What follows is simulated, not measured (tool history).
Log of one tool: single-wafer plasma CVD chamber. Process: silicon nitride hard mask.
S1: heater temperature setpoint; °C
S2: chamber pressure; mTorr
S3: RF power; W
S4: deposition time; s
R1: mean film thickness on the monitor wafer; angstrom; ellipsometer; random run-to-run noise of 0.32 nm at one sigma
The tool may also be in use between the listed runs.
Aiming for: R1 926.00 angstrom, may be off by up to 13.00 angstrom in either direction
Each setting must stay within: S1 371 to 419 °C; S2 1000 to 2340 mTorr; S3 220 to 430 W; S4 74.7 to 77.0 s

{"run": 1, "hour": 0.0, "S1": 395, "S2": 1670, "S3": 325, "S4": 74.7, "R1": 1018.8}
{"run": 2, "hour": 3.4, "S1": 395, "S2": 1580, "S3": 325, "S4": 74.7, "R1": 1002.5}
{"run": 3, "hour": 11.7, "S1": 395, "S2": 1500, "S3": 325, "S4": 74.7, "R1": 987.11}
{"run": 4, "hour": 12.8, "S1": 395, "S2": 1440, "S3": 325, "S4": 74.7, "R1": 977.95}
{"run": 5, "hour": 18.9, "S1": 395, "S2": 1440, "S3": 325, "S4": 74.7, "R1": 978.74}
{"run": 6, "hour": 26.1, "S1": 402, "S2": 1440, "S3": 325, "S4": 74.7, "R1": 971.41}
{"run": 7, "hour": 35.0, "S1": 402, "S2": 1390, "S3": 325, "S4": 74.7, "R1": 968.97}
{"run": 8, "hour": 38.8, "S1": 402, "S2": 1340, "S3": 325, "S4": 74.7, "R1": 958.33}
{"run": 9, "hour": 42.2, "S1": 402, "S2": 1310, "S3": 325, "S4": 74.7, "R1": 948.47}
{"run": 10, "hour": 48.7, "S1": 402, "S2": 1290, "S3": 325, "S4": 74.7, "R1": 949.8}
{"run": 11, "hour": 56.7, "S1": 402, "S2": 1290, "S3": 325, "S4": 74.7, "R1": 948.52}
{"run": 12, "hour": 60.1, "S1": 402, "S2": 1270, "S3": 325, "S4": 74.7, "R1": 942.26}

Exactly one of the 4 candidate moves below puts every result within its allowed miss. Which one?
{"run": "A", "hour": 63.5, "S1": 401, "S2": 1270, "S3": 325, "S4": 77.0, "R1": "?"}
{"run": "B", "hour": 63.5, "S1": 393, "S2": 1010, "S3": 330, "S4": 77.0, "R1": "?"}
{"run": "C", "hour": 63.5, "S1": 402, "S2": 1350, "S3": 335, "S4": 74.7, "R1": "?"}
{"run": "D", "hour": 63.5, "S1": 406, "S2": 1470, "S3": 310, "S4": 74.9, "R1": "?"}

move=A R1=975.68
move=B R1=925.42
move=C R1=982.90
move=D R1=954.32
A: its largest miss is bigger than the last run's
B: hits every target within its allowed miss
C: its largest miss is bigger than the last run's
D: its largest miss is bigger than the last run's
Move B is the one to make.
